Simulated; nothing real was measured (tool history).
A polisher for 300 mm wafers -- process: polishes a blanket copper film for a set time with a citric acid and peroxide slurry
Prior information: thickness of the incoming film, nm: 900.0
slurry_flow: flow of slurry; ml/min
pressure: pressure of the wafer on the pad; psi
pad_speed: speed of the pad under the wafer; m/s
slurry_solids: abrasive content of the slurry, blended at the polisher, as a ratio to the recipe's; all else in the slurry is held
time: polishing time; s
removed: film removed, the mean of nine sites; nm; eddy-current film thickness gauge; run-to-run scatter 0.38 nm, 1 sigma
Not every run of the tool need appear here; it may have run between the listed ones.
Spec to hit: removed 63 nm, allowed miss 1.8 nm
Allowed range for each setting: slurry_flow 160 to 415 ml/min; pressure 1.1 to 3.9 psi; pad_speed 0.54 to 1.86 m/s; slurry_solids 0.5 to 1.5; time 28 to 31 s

{"run": 1, "hour": 0.0, "slurry_flow": 265, "pressure": 2.5, "pad_speed": 1.18, "slurry_solids": 1, "time": 31, "removed": 74.421}
{"run": 2, "hour": 8.6, "slurry_flow": 265, "pressure": 2.9, "pad_speed": 1.18, "slurry_solids": 1, "time": 31, "removed": 84.384}
{"run": 3, "hour": 11.8, "slurry_flow": 210, "pressure": 2.9, "pad_speed": 1.18, "slurry_solids": 1, "time": 31, "removed": 83.083}
{"run": 4, "hour": 12.5, "slurry_flow": 210, "pressure": 2.9, "pad_speed": 1.18, "slurry_solids": 1.15, "time": 31, "removed": 84.34}
{"run": 5, "hour": 13.4, "slurry_flow": 210, "pressure": 2.8, "pad_speed": 1.18, "slurry_solids": 1.15, "time": 31, "removed": 82}
{"run": 6, "hour": 19.3, "slurry_flow": 210, "pressure": 2.8, "pad_speed": 1.18, "slurry_solids": 1.2, "time": 31, "removed": 83.05}
{"hour": 25.6, "done": "worn pad replaced by a new one"}
{"run": 7, "hour": 25.6, "slurry_flow": 210, "pressure": 2.7, "pad_speed": 1.18, "slurry_solids": 1.2, "time": 31, "removed": 88.933}
{"run": 8, "hour": 34.6, "slurry_flow": 210, "pressure": 2.5, "pad_speed": 1.14, "slurry_solids": 1.2, "time": 31, "removed": 81.123}
{"run": 9, "hour": 40.0, "slurry_flow": 210, "pressure": 2.3, "pad_speed": 1.12, "slurry_solids": 1.2, "time": 31, "removed": 74.12}
{"run": 10, "hour": 44.4, "slurry_flow": 210, "pressure": 2.2, "pad_speed": 1.12, "slurry_solids": 1.2, "time": 31, "removed": 71.802}
{"run": 11, "hour": 52.1, "slurry_flow": 205, "pressure": 1.8, "pad_speed": 1.12, "slurry_solids": 1.2, "time": 31, "removed": 58.702}
{"run": 12, "hour": 57.3, "slurry_flow": 210, "pressure": 1.8, "pad_speed": 1.12, "slurry_solids": 1.2, "time": 31, "removed": 59.622}
{"run": 13, "hour": 62.9, "slurry_flow": 215, "pressure": 1.8, "pad_speed": 1.12, "slurry_solids": 1.2, "time": 31, "removed": 59.618}
{"run": 14, "hour": 67.9, "slurry_flow": 225, "pressure": 2, "pad_speed": 1.12, "slurry_solids": 1.2, "time": 31, "removed": 65.643}
{"run": 15, "hour": 74.9, "slurry_flow": 220, "pressure": 2, "pad_speed": 1.12, "slurry_solids": 1.2, "time": 31, "removed": 65.999}

Exercise: of the 4 proposed moves below, exactly one satisfies all targets within the stated allowed misses. Which move is it?
{"run": "A", "hour": 81.9, "slurry_flow": 330, "pressure": 2.3, "pad_speed": 0.78, "slurry_solids": 1.5, "time": 31, "removed": "?"}
{"run": "B", "hour": 81.9, "slurry_flow": 190, "pressure": 2, "pad_speed": 1.22, "slurry_solids": 1.1, "time": 31, "removed": "?"}
{"run": "C", "hour": 81.9, "slurry_flow": 210, "pressure": 2, "pad_speed": 1.24, "slurry_solids": 1.1, "time": 28, "removed": "?"}
{"run": "D", "hour": 81.9, "slurry_flow": 215, "pressure": 2.1, "pad_speed": 1.16, "slurry_solids": 1.15, "time": 31, "removed": "?"}

move=A removed=59.968
move=B removed=68.992
move=C removed=63.725
move=D removed=70.366
A: moves the result that the last run missed by most past its target, out the other side
B: misses by more than the last run did
C: in spec on every target
D: misses by more than the last run did
The move that meets every target is C.

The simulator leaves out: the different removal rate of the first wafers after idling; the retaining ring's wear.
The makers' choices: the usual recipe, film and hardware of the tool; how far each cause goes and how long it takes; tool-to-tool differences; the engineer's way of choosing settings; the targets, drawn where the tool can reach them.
